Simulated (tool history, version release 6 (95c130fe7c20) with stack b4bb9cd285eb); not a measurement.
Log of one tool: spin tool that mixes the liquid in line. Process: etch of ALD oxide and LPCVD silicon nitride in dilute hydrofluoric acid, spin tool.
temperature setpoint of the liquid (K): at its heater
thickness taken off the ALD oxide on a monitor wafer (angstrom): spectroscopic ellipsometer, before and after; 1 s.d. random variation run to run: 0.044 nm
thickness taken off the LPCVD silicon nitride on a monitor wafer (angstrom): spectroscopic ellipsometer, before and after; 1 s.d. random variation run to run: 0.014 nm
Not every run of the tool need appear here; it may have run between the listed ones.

| run | hour | temperature setpoint of the liquid (K) | parts of water to one part of 49 % hydrofluoric acid (parts by volume) | time under the liquid (s) | thickness taken off the ALD oxide on a monitor wafer (angstrom) | thickness taken off the LPCVD silicon nitride on a monitor wafer (angstrom) |
|---|---|---|---|---|---|---|
| 1 | 0 | 297.15 | 140 | 150 | 182.93 | 6.5463 |
| 2 | 6.3 | 294.15 | 140 | 150 | 163.37 | 5.619 |
| 3 | 12.3 | 293.65 | 155 | 150 | 140.86 | 4.9045 |
| 4 | 12.9 | 296.65 | 155 | 150 | 157.31 | 6.0212 |
| 5 | 14.9 | 295.65 | 170 | 150 | 138.36 | 4.8041 |
| 6 | 18.2 | 295.65 | 135 | 150 | 179.84 | 6.6336 |
| 7 | 20.3 | 291.65 | 190 | 145 | 98.375 | 3.2223 |
| 8 | 24.1 | 291.65 | 200 | 145 | 92.535 | 3.0044 |
| 9 | 28.4 | 291.65 | 200 | 145 | 92.952 | 3.0903 |
| 10 | 35.4 | 291.65 | 210 | 145 | 88.645 | 3.0171 |
| 11 | 43.5 | 291.65 | 215 | 145 | 85.265 | 2.8528 |
| 12 | 52.1 | 291.65 | 220 | 145 | 83.88 | 2.9474 |

Expected results for the next run?
| 13 | 60.1 | 291.65 | 225 | 145 | ? | ? |

{"run 13": {"thickness taken off the ALD oxide on a monitor wafer (angstrom)": 80.62, "thickness taken off the LPCVD silicon nitride on a monitor wafer (angstrom)": 3.0118}}
